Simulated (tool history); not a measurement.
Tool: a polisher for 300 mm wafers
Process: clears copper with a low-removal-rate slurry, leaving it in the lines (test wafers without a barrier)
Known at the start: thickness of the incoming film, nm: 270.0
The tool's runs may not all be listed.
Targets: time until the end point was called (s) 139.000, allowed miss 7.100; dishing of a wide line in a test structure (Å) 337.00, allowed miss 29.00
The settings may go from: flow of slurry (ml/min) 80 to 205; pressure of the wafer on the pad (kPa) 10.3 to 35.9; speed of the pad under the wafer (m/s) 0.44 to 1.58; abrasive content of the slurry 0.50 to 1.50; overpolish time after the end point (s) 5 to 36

run,day,flow of slurry (ml/min),pressure of the wafer on the pad (kPa),speed of the pad under the wafer (m/s),abrasive content of the slurry,overpolish time after the end point (s),time until the end point was called (s),dishing of a wide line in a test structure (Å)
1,0.000,135,22.8,1.00,1.00,18,83.060,336.10
2,0.088,135,20.7,1.00,1.00,20,93.686,349.88
3,0.367,135,19.3,1.00,1.00,21,98.931,328.90
4,0.675,145,19.3,1.00,1.00,21,96.471,359.18
5,0.979,140,17.9,1.00,1.00,22,103.630,342.16
6,1.004,140,17.9,1.00,1.15,22,101.010,347.37
7,1.092,135,16.5,1.00,1.15,23,109.190,319.07
8,1.262,130,15.9,1.00,1.15,25,117.240,339.20
9,1.354,125,15.9,1.00,1.15,26,116.950,362.09
10,1.400,125,11.7,0.98,1.15,28,156.990,287.77
11,1.725,130,11.7,0.98,1.15,28,161.600,289.65
12,1.779,130,12.4,0.98,1.15,28,148.580,293.95

4 next moves are on the table. One of them brings every result within its allowed miss. Which?
A,1.833,145,13.1,1.02,1.15,17,?,?
B,1.833,110,11.0,1.22,1.35,22,?,?
C,1.833,140,11.7,1.10,1.20,31,?,?
D,1.833,130,13.8,1.02,1.10,19,?,?

move,time until the end point was called (s),dishing of a wide line in a test structure (Å)
A,131.350,236.71
B,134.370,281.87
C,135.540,357.86
D,128.930,262.69
A: further off than the last run
B: further off than the last run
C: meets every target
D: further off than the last run
Answer: C
